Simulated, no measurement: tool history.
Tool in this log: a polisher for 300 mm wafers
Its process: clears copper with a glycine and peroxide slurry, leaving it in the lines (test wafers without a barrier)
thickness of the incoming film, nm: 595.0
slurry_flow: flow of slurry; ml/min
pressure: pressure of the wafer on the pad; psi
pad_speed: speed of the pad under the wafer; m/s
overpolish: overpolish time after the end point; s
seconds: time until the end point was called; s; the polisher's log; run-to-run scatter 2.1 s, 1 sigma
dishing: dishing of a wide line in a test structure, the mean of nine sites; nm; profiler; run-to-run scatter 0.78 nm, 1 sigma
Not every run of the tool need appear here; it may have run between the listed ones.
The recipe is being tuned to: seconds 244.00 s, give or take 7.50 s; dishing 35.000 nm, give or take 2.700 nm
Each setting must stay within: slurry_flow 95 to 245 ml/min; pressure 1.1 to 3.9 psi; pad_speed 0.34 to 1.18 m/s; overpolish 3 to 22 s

| run | hour | slurry_flow | pressure | pad_speed | overpolish | seconds | dishing |
|---|---|---|---|---|---|---|---|
| 1 | 0.0 | 155 | 2.5 | 0.76 | 11 | 167.64 | 33.685 |
| 2 | 4.7 | 155 | 2.5 | 0.76 | 6 | 168.28 | 18.643 |
| 3 | 10.6 | 155 | 2.1 | 0.76 | 6 | 188.46 | 16.402 |
| 4 | 18.0 | 180 | 2.1 | 0.76 | 6 | 185.25 | 16.815 |
| 5 | 26.7 | 180 | 2.1 | 0.66 | 6 | 201.69 | 15.194 |
| 6 | 29.5 | 180 | 2.1 | 0.80 | 6 | 179.07 | 17.720 |
| 7 | 32.3 | 175 | 1.8 | 0.80 | 9 | 197.94 | 23.357 |
| 8 | 39.3 | 170 | 1.6 | 0.80 | 11 | 216.78 | 24.992 |
| 9 | 44.9 | 160 | 1.5 | 0.80 | 12 | 230.30 | 26.614 |

Which one of the following 4 next-run settings gets every result inside its allowed miss? There is exactly one.
| A | 50.5 | 135 | 1.4 | 0.82 | 17 | ? | ? |
| B | 50.5 | 175 | 1.8 | 0.68 | 20 | ? | ? |
| C | 50.5 | 175 | 1.5 | 0.78 | 16 | ? | ? |
| D | 50.5 | 160 | 1.7 | 0.72 | 13 | ? | ? |

| move | seconds | dishing |
|---|---|---|
| A | 245.18 | 34.539 |
| B | 224.06 | 43.760 |
| C | 230.93 | 34.604 |
| D | 227.42 | 29.118 |
A: hits every target within its allowed miss
B: takes the biggest miss from the last run beyond its target
C: puts the biggest miss on target and leaves a different result outside tolerance
D: closes in on the targets versus the last run, not all within tolerance yet
Correct choice: A, which meets every target

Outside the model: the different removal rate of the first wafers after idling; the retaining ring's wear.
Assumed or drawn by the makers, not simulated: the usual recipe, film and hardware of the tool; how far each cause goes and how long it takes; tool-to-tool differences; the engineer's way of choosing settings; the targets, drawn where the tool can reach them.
